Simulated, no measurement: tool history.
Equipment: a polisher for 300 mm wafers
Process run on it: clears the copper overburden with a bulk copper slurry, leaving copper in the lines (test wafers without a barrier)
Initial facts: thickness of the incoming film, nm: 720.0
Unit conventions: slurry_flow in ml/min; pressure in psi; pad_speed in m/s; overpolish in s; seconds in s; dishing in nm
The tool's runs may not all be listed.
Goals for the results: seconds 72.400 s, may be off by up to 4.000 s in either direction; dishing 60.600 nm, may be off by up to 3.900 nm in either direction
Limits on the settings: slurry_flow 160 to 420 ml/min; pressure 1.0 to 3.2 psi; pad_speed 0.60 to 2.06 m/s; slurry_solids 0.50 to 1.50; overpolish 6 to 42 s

run,hour,slurry_flow,pressure,pad_speed,slurry_solids,overpolish,seconds,dishing
1,0.0,270,2.1,1.32,1.00,21,80.406,93.433
2,5.4,270,1.7,1.32,1.00,21,97.472,79.130
3,7.6,270,1.7,1.38,1.00,18,94.215,73.841
4,11.4,270,1.7,1.38,1.00,14,93.320,61.041
5,14.5,300,1.7,1.38,1.00,14,91.507,61.503
6,17.1,305,1.8,1.40,1.00,13,85.720,60.460
7,19.5,310,1.9,1.40,1.00,13,80.925,65.704
# hour 27.7: slurry blender recalibrated
8,27.7,310,1.9,1.40,1.00,12,77.015,64.682
9,36.4,310,2.0,1.42,1.00,8,70.668,50.266
10,40.6,315,2.0,1.42,1.00,9,73.563,53.079

Consider the 4 candidate settings below. Which is the only one whose results all fall within their allowed miss of target?
A,44.8,280,2.5,1.10,1.15,10,?,?
B,44.8,350,1.6,1.56,0.95,14,?,?
C,44.8,270,2.0,1.44,0.85,14,?,?
D,44.8,385,1.9,1.40,1.25,13,?,?

move,seconds,dishing
A,71.923,60.753
B,81.194,67.646
C,74.622,73.906
D,70.776,72.339
A: each result inside its tolerance
B: pushes the last run's worst result past its target
C: pushes the last run's worst result past its target
D: pushes the last run's worst result past its target
So the answer is move A, the one that meets all the targets.

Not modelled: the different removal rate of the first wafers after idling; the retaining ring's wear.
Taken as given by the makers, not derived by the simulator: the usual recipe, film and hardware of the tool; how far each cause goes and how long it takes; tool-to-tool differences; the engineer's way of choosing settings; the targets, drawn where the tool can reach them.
